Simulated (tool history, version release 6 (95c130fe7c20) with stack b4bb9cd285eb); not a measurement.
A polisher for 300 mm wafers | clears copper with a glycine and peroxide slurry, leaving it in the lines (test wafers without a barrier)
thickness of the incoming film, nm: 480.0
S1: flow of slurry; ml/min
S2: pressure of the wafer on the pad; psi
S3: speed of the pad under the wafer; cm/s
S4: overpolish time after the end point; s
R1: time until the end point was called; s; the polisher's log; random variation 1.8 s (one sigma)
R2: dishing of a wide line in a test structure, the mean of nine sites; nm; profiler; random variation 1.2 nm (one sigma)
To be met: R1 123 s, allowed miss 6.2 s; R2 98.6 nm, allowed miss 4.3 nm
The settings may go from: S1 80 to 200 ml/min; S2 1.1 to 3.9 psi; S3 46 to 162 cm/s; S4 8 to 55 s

run 1 hour=0 | S1=130 S2=2.5 S3=104 S4=28 | R1=81.305 R2=90.922
run 2 hour=3.2 | S1=130 S2=2.5 S3=92 S4=28 | R1=86.38 R2=87.418
run 3 hour=8.4 | S1=125 S2=2.2 S3=88 S4=33 | R1=100.18 R2=88.177
run 4 hour=12.7 | S1=120 S2=2.1 S3=86 S4=37 | R1=104.7 R2=89.356
run 5 hour=19.8 | S1=115 S2=2 S3=84 S4=41 | R1=109.47 R2=92.199
run 6 hour=22.9 | S1=115 S2=1.8 S3=84 S4=41 | R1=119.46 R2=88.52
run 7 hour=28.6 | S1=115 S2=1.8 S3=84 S4=43 | R1=120.29 R2=91.973
run 8 hour=36.7 | S1=115 S2=1.8 S3=84 S4=44 | R1=122.99 R2=91.683
run 9 hour=38.3 | S1=115 S2=1.8 S3=84 S4=45 | R1=121.23 R2=91.518

4 next moves are on the table. One of them brings every result within its allowed miss. Which?
run A hour=39.9 | S1=145 S2=1.9 S3=74 S4=49 | R1=? R2=?
run B hour=39.9 | S1=130 S2=1.6 S3=80 S4=54 | R1=? R2=?
run C hour=39.9 | S1=140 S2=1.7 S3=64 S4=55 | R1=? R2=?
run D hour=39.9 | S1=105 S2=1.6 S3=96 S4=42 | R1=? R2=?

move=A R1=119.64 R2=99.254
move=B R1=132.04 R2=97.022
move=C R1=140.55 R2=96.723
move=D R1=124.69 R2=84.965
A: meets every target
B: brings the result that was furthest off to its target, and leaves another outside
C: brings the result that was furthest off to its target, and leaves another outside
D: further off than the last run
Move A is the one to make.

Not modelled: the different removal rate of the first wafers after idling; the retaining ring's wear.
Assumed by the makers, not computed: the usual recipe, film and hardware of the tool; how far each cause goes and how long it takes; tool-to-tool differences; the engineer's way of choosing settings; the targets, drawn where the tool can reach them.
